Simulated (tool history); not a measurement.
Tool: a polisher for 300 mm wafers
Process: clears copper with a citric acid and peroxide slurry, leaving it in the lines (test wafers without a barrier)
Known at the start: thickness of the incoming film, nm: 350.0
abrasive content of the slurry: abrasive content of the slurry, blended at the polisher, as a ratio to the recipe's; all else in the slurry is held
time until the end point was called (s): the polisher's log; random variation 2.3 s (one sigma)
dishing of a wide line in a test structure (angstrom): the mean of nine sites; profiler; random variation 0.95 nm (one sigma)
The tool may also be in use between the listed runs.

run,hour,flow of slurry (ml/min),pressure of the wafer on the pad (kPa),speed of the pad under the wafer (m/s),abrasive content of the slurry,overpolish time after the end point (s),time until the end point was called (s),dishing of a wide line in a test structure (angstrom)
1,0,185,21.4,1.3,1,18,124.16,363.81
2,6.8,185,21.4,1.3,1,20,123.44,397.08
3,10.1,185,20.7,1.3,1,22,127.96,402.21
4,17.4,185,20.7,1.06,1,22,157.12,349.21
5,23.8,185,21.4,1.06,1,23,149.43,384.37
6,24.6,185,21.4,0.8,1,23,198.54,289.32

Forecast run 7:
7,26.1,185,22.8,0.8,1,24,?,?

Run 7 gave time until the end point was called (s) 182.49, dishing of a wide line in a test structure (angstrom) 318.31.
